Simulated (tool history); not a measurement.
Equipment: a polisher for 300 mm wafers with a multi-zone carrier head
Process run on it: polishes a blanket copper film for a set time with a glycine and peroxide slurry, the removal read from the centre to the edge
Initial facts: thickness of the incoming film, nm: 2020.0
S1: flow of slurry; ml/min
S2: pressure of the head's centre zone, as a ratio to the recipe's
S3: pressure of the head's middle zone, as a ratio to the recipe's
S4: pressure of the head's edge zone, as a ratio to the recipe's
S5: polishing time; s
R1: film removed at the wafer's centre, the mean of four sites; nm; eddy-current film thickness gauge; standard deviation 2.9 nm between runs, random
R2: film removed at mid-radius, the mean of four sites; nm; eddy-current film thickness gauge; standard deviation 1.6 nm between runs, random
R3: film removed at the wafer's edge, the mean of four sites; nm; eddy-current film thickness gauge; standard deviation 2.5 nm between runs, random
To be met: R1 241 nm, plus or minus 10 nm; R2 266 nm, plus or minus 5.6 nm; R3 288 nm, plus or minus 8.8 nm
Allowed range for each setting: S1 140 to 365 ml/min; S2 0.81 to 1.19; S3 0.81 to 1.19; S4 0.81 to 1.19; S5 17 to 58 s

run	hour	S1	S2	S3	S4	S5	R1	R2	R3
1	0	235	1	1	1	37	205.8	213.43	217.37
2	4.7	240	1	1	1.02	38	213.55	217.74	222.02
3	7	185	1	1	1.02	38	207.01	210.37	218
4	15	195	0.99	1	1.04	39	211.7	222.46	226.44
5	23	205	0.98	0.99	1.06	40	213.45	224.1	234.59
6	31.1	210	0.98	0.99	1.08	41	222.83	231.82	245.4
7	33.4	220	0.98	0.99	1.09	41	225.15	232.87	248.42
8	39.4	220	0.98	0.99	1.09	41	223.78	232.44	242.8

Which one of the following 5 next-run settings gets every result inside its allowed miss? There is exactly one.
A	45.4	265	1.05	1.15	1.1	42	?	?	?
B	45.4	185	1.07	1.03	1.13	35	?	?	?
C	45.4	185	0.84	1.11	1.14	44	?	?	?
D	45.4	255	0.9	0.95	1.06	48	?	?	?
E	45.4	255	1.03	0.93	1.13	40	?	?	?

move	R1	R2	R3
A	249.86	271.8	252.91
B	204.56	201.88	208.58
C	201.59	268.7	263.05
D	243.29	268.91	284.19
E	232.25	220.51	243.9
A: moves the result that the last run missed by most past its target, out the other side
B: lands further from the targets than the last run did
C: brings the result that was furthest off to its target, and leaves another outside
D: every result lands within tolerance
E: lands further from the targets than the last run did
D is the move that brings every result within its allowed miss.

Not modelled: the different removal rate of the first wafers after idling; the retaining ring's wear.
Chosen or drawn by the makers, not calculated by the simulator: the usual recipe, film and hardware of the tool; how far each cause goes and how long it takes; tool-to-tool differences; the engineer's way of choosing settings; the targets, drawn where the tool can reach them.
